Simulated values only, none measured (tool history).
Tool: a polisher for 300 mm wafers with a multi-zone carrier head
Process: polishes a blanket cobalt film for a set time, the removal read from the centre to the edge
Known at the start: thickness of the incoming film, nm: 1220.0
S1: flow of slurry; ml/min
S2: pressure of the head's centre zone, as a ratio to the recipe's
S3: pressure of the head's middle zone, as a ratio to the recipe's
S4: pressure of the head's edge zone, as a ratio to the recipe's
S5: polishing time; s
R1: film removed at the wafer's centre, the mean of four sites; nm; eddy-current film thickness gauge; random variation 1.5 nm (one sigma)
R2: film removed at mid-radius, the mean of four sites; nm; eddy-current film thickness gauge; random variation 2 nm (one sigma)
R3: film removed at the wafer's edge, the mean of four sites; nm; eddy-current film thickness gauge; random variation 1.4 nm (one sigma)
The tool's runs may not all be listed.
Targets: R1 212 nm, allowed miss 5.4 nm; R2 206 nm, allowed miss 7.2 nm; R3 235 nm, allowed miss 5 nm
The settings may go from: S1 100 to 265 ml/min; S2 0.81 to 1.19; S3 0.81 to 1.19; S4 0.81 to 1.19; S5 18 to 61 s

{"run": 1, "hour": 0.0, "S1": 170, "S2": 1, "S3": 1, "S4": 1, "S5": 39, "R1": 185.94, "R2": 182.93, "R3": 180.57}
{"run": 2, "hour": 2.3, "S1": 170, "S2": 1, "S3": 1.05, "S4": 1, "S5": 39, "R1": 183.89, "R2": 192.27, "R3": 179.36}
{"run": 3, "hour": 10.4, "S1": 180, "S2": 0.99, "S3": 1.03, "S4": 1.03, "S5": 40, "R1": 188.55, "R2": 194.14, "R3": 189.18}
{"run": 4, "hour": 13.8, "S1": 190, "S2": 0.99, "S3": 1.02, "S4": 1.06, "S5": 41, "R1": 197.23, "R2": 195.95, "R3": 197.08}
{"run": 5, "hour": 15.2, "S1": 195, "S2": 0.98, "S3": 1.01, "S4": 1.08, "S5": 42, "R1": 201.11, "R2": 206.1, "R3": 204.85}
{"run": 6, "hour": 19.4, "S1": 225, "S2": 0.98, "S3": 1.01, "S4": 1.08, "S5": 42, "R1": 205.61, "R2": 206.63, "R3": 205.51}
{"run": 7, "hour": 24.2, "S1": 220, "S2": 0.97, "S3": 1, "S4": 1.1, "S5": 43, "R1": 206.3, "R2": 212.35, "R3": 216.15}
{"run": 8, "hour": 28.0, "S1": 220, "S2": 0.97, "S3": 0.99, "S4": 1.11, "S5": 43, "R1": 205.6, "R2": 209.05, "R3": 216.53}
{"run": 9, "hour": 31.5, "S1": 220, "S2": 0.97, "S3": 0.98, "S4": 1.12, "S5": 43, "R1": 207.46, "R2": 206.25, "R3": 214.91}
{"run": 10, "hour": 35.7, "S1": 240, "S2": 0.9, "S3": 0.89, "S4": 1.19, "S5": 46, "R1": 209.67, "R2": 209.53, "R3": 239.53}

Which of these 5 next moves meets every target?
{"run": "A", "hour": 39.9, "S1": 225, "S2": 0.84, "S3": 0.87, "S4": 1.15, "S5": 49, "R1": "?", "R2": "?", "R3": "?"}
{"run": "B", "hour": 39.9, "S1": 260, "S2": 0.93, "S3": 0.99, "S4": 1.13, "S5": 45, "R1": "?", "R2": "?", "R3": "?"}
{"run": "C", "hour": 39.9, "S1": 250, "S2": 0.93, "S3": 0.9, "S4": 1.16, "S5": 45, "R1": "?", "R2": "?", "R3": "?"}
{"run": "D", "hour": 39.9, "S1": 255, "S2": 0.91, "S3": 0.96, "S4": 1.19, "S5": 44, "R1": "?", "R2": "?", "R3": "?"}
{"run": "E", "hour": 39.9, "S1": 240, "S2": 0.94, "S3": 0.97, "S4": 1.08, "S5": 46, "R1": "?", "R2": "?", "R3": "?"}

move=A R1=204.13 R2=217.39 R3=251.72
move=B R1=212.11 R2=226.32 R3=231.86
move=C R1=210.9 R2=208 R3=234.48
move=D R1=202.35 R2=215.15 R3=232.57
move=E R1=216.82 R2=225.23 R3=230.01
A: further off than the last run
B: brings the result that was furthest off to its target, and leaves another outside
C: meets every target
D: brings the result that was furthest off to its target, and leaves another outside
E: brings the result that was furthest off to its target, and leaves another outside
Answer: C
